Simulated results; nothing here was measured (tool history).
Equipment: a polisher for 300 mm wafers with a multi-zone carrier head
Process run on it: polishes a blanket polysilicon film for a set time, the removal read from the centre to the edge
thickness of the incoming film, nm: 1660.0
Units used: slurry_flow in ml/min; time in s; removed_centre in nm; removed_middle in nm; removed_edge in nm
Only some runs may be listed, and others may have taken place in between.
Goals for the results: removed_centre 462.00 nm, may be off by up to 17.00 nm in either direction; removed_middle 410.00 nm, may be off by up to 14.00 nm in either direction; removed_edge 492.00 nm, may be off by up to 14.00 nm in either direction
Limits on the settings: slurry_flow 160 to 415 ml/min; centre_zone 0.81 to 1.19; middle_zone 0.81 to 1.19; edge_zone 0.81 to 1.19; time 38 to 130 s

run	hour	slurry_flow	centre_zone	middle_zone	edge_zone	time	removed_centre	removed_middle	removed_edge
1	0.0	265	1.00	1.00	1.00	84	502.59	501.21	491.25
2	1.5	250	0.98	0.94	1.02	84	485.11	468.28	499.15
3	7.0	240	0.98	0.90	1.02	84	487.10	444.29	493.50
4	11.9	230	0.97	0.88	1.03	84	478.78	438.02	493.78
5	19.8	230	0.97	0.93	1.03	84	483.57	460.57	491.68
6	28.2	230	0.97	0.93	1.03	66	375.49	352.71	386.92
7	32.0	260	0.99	0.93	1.08	69	412.13	379.10	420.41
8	36.6	285	0.99	0.92	1.12	71	421.01	386.30	448.57
9	39.9	305	1.01	0.92	1.14	72	443.52	394.50	460.13

Which single option among these 4 for the next run brings every result within its allowed miss of target? Just one does.
A	43.2	215	1.07	0.92	1.10	81	?	?	?
B	43.2	355	0.97	0.95	1.14	77	?	?	?
C	43.2	290	0.96	0.86	1.11	79	?	?	?
D	43.2	285	1.16	0.85	1.17	73	?	?	?

move	removed_centre	removed_middle	removed_edge
A	509.12	429.06	485.08
B	456.77	434.80	482.61
C	456.35	405.06	483.86
D	509.49	369.82	459.00
A: the furthest-off result lands on target, but another misses its tolerance
B: the furthest-off result lands on target, but another misses its tolerance
C: in spec on every target
D: its largest miss is bigger than the last run's
The right move is C.
